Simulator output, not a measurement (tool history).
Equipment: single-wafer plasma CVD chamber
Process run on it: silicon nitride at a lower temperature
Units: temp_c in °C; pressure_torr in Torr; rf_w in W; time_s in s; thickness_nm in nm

run 1 hour=0.0 | temp_c=360 pressure_torr=1.65 rf_w=390 time_s=25.1 | thickness_nm=35.246
run 2 hour=2.4 | temp_c=360 pressure_torr=1.55 rf_w=390 time_s=25.1 | thickness_nm=34.925
run 3 hour=9.8 | temp_c=356 pressure_torr=1.55 rf_w=390 time_s=25.1 | thickness_nm=34.790
run 4 hour=17.6 | temp_c=356 pressure_torr=1.55 rf_w=420 time_s=25.1 | thickness_nm=36.375
run 5 hour=19.7 | temp_c=356 pressure_torr=1.49 rf_w=405 time_s=25.1 | thickness_nm=35.414
run 6 hour=27.8 | temp_c=356 pressure_torr=1.49 rf_w=405 time_s=25.9 | thickness_nm=36.266
run 7 hour=32.9 | temp_c=356 pressure_torr=1.44 rf_w=395 time_s=25.8 | thickness_nm=35.373
run 8 hour=40.8 | temp_c=356 pressure_torr=1.40 rf_w=385 time_s=25.7 | thickness_nm=34.444
run 9 hour=42.6 | temp_c=356 pressure_torr=1.36 rf_w=380 time_s=25.6 | thickness_nm=33.788
run 10 hour=45.7 | temp_c=356 pressure_torr=1.32 rf_w=375 time_s=25.6 | thickness_nm=33.607

Run 11 comes next. What will it give?
run 11 hour=47.9 | temp_c=356 pressure_torr=1.30 rf_w=370 time_s=25.5 | thickness_nm=?

{"run 11": {"thickness_nm": 32.871}}

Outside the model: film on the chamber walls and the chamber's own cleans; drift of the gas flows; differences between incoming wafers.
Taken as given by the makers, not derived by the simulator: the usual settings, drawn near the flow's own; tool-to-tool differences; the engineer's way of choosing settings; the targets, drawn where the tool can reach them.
